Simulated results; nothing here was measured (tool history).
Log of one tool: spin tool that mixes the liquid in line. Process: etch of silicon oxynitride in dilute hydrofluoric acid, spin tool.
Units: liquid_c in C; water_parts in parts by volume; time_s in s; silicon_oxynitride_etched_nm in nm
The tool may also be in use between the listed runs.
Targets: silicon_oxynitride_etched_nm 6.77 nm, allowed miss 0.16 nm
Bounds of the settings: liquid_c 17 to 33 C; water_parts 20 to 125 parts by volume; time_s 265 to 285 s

run    day  liquid_c  water_parts  time_s  silicon_oxynitride_etched_nm
  1      0        25           70     265                        5.9481
  2   0.15        25           80     265                         5.204
  3  0.267        25           80     285                         5.622
  4  0.512        27           80     285                        6.0738
  5  0.883      28.5           80     285                        6.6053
  6  1.042      28.5           70     285                        7.5301
  7  1.167        28           70     285                        7.4012
  8   1.35      27.5           70     285                        7.2861
  9  1.542      27.5           70     285                        7.2264
 10  1.892        27           70     285                        7.1232
 11  2.196      25.5           70     285                        6.5994

5 next moves are on the table. One of them brings every result within its allowed miss. Which?
  A  2.5      22.5           55     265                             ?
  B  2.5      26.5           70     265                             ?
  C  2.5        24           60     285                             ?
  D  2.5      23.5           60     285                             ?
  E  2.5        26           65     280                             ?

move  silicon_oxynitride_etched_nm
   A                        6.7903
   B                        6.3868
   C                        7.1737
   D                        7.0017
   E                          7.13
A: meets every target
B: further off than the last run
C: takes the result that was furthest off past its target
D: takes the result that was furthest off past its target
E: takes the result that was furthest off past its target
Answer: A

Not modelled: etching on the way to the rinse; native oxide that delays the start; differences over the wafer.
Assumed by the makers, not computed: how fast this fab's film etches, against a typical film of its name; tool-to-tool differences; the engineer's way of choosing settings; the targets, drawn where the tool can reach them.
